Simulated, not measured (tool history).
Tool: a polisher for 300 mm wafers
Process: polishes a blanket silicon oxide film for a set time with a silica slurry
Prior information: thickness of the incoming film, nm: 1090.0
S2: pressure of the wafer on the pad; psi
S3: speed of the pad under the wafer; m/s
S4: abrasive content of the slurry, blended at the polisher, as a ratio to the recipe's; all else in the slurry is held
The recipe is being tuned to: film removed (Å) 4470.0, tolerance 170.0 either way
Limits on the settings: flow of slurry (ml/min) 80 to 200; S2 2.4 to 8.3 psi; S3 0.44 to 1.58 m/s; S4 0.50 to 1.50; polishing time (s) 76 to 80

Run 1, hour 0.0: flow of slurry (ml/min) 130, S2 5.3 psi, S3 1.00 m/s, S4 1.00, polishing time (s) 76. Result: film removed (Å) 3261.2.
Run 2, hour 7.4: flow of slurry (ml/min) 130, S2 5.3 psi, S3 0.88 m/s, S4 1.00, polishing time (s) 76. Result: film removed (Å) 2897.3.
Run 3, hour 10.3: flow of slurry (ml/min) 130, S2 5.5 psi, S3 0.88 m/s, S4 1.00, polishing time (s) 76. Result: film removed (Å) 3100.9.
Run 4, hour 14.1: flow of slurry (ml/min) 130, S2 5.7 psi, S3 0.88 m/s, S4 1.00, polishing time (s) 76. Result: film removed (Å) 3130.8.
Run 5, hour 15.4: flow of slurry (ml/min) 130, S2 4.9 psi, S3 0.88 m/s, S4 1.00, polishing time (s) 76. Result: film removed (Å) 2785.9.
Run 6, hour 19.1: flow of slurry (ml/min) 130, S2 5.6 psi, S3 0.88 m/s, S4 1.00, polishing time (s) 76. Result: film removed (Å) 3089.5.
Run 7, hour 24.6: flow of slurry (ml/min) 130, S2 5.6 psi, S3 0.88 m/s, S4 1.00, polishing time (s) 76. Result: film removed (Å) 3160.5.
Run 8, hour 25.4: flow of slurry (ml/min) 130, S2 5.8 psi, S3 0.88 m/s, S4 1.00, polishing time (s) 76. Result: film removed (Å) 3150.2.
Run 9, hour 34.2: flow of slurry (ml/min) 130, S2 6.0 psi, S3 0.88 m/s, S4 1.00, polishing time (s) 76. Result: film removed (Å) 3273.7.
Run 10, hour 40.3: flow of slurry (ml/min) 130, S2 6.2 psi, S3 0.88 m/s, S4 1.00, polishing time (s) 76. Result: film removed (Å) 3397.7.

4 candidate next runs follow, results not yet known. Just one meets every target within its allowed miss. Identify it.
Run A, hour 46.4: flow of slurry (ml/min) 165, S2 6.1 psi, S3 0.88 m/s, S4 1.15, polishing time (s) 77. Result: film removed (Å) ?.
Run B, hour 46.4: flow of slurry (ml/min) 160, S2 7.0 psi, S3 0.88 m/s, S4 1.15, polishing time (s) 80. Result: film removed (Å) ?.
Run C, hour 46.4: flow of slurry (ml/min) 125, S2 6.4 psi, S3 0.76 m/s, S4 0.75, polishing time (s) 80. Result: film removed (Å) ?.
Run D, hour 46.4: flow of slurry (ml/min) 135, S2 5.5 psi, S3 0.78 m/s, S4 0.85, polishing time (s) 76. Result: film removed (Å) ?.

move  film removed (Å)
   A            3762.5
   B            4432.0
   C            2826.2
   D            2571.4
A: gains on the last run, yet a result remains outside its allowed miss
B: each result inside its tolerance
C: its largest miss is bigger than the last run's
D: its largest miss is bigger than the last run's
The right move is B.

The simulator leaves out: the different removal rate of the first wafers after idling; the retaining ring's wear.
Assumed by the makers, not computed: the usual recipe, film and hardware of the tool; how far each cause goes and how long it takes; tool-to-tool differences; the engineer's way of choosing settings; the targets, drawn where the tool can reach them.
